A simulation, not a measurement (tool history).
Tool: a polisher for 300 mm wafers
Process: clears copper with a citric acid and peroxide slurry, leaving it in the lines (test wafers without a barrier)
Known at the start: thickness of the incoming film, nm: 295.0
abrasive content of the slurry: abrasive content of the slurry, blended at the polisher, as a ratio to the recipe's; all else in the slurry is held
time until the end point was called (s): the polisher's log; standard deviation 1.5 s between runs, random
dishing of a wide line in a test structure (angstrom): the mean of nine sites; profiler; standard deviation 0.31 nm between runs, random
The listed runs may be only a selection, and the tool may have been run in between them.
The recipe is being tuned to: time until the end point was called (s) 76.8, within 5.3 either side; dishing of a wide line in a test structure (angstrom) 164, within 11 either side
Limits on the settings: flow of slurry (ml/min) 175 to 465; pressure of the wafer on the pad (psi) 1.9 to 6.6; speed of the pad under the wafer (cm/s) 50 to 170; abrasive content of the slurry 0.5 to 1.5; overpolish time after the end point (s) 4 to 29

run	day	flow of slurry (ml/min)	pressure of the wafer on the pad (psi)	speed of the pad under the wafer (cm/s)	abrasive content of the slurry	overpolish time after the end point (s)	time until the end point was called (s)	dishing of a wide line in a test structure (angstrom)
1	0	295	4.2	110	1	15	71.464	384.03
2	0.062	295	4.2	110	1.15	15	70.762	395.96
3	0.271	295	4	112	1	12	73.987	303.51
4	0.442	295	3.9	114	0.95	10	77.127	266.59
5	0.475	295	3.9	90	0.95	10	96.14	220.27
6	0.729	300	4	94	0.85	9	92.684	207
7	0.858	305	4.3	94	0.75	8	85.373	196.96
8	1.038	305	4.4	94	0.7	7	85.823	170.1
9	1.4	305	4.5	94	0.7	7	83.707	185.77
10	1.429	310	4.3	108	0.7	4	76.514	117.39
11	1.804	305	4.4	104	0.75	4	72.525	115.04
12	2.012	305	4.4	104	0.7	5	75.305	142.77

Of the 5 settings listed for the next run, only one would bring every result within its allowed miss of target. Which one?
A	2.221	330	4.8	108	0.6	5	?	?
B	2.221	355	4.6	98	0.7	7	?	?
C	2.221	300	4.9	98	0.75	4	?	?
D	2.221	310	4.2	108	0.7	5	?	?
E	2.221	350	4.4	102	0.6	6	?	?

move	time until the end point was called (s)	dishing of a wide line in a test structure (angstrom)
A	66.507	153.37
B	74.295	188.65
C	70.172	118.34
D	74.429	137.79
E	76.055	160.13
A: the worst result of the last run now meets its target, but another is out of spec
B: pushes the last run's worst result past its target
C: its largest miss is bigger than the last run's
D: its largest miss is bigger than the last run's
E: all results in spec
The right move is E.
